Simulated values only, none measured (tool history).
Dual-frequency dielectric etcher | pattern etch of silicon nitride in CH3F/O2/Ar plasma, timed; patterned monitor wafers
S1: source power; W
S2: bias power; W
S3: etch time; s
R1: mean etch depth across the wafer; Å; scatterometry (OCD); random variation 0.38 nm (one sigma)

{"run": 1, "day": 0.0, "S1": 550, "S2": 93, "S3": 80.0, "R1": 655.28}
{"run": 2, "day": 0.192, "S1": 570, "S2": 94, "S3": 80.0, "R1": 663.85}
{"run": 3, "day": 0.342, "S1": 590, "S2": 95, "S3": 80.0, "R1": 671.65}
{"run": 4, "day": 0.412, "S1": 590, "S2": 95, "S3": 83.5, "R1": 700.32}
{"run": 5, "day": 0.621, "S1": 550, "S2": 95, "S3": 83.5, "R1": 693.28}
{"run": 6, "day": 0.912, "S1": 510, "S2": 95, "S3": 83.5, "R1": 682.57}
{"day": 1.029, "done": "bias power generator calibrated"}
{"run": 7, "day": 1.029, "S1": 530, "S2": 97, "S3": 83.5, "R1": 711.72}

Forecast run 8:
{"run": 8, "day": 1.196, "S1": 530, "S2": 97, "S3": 83.5, "R1": "?"}

Run 8 gave R1 710.22 Å.
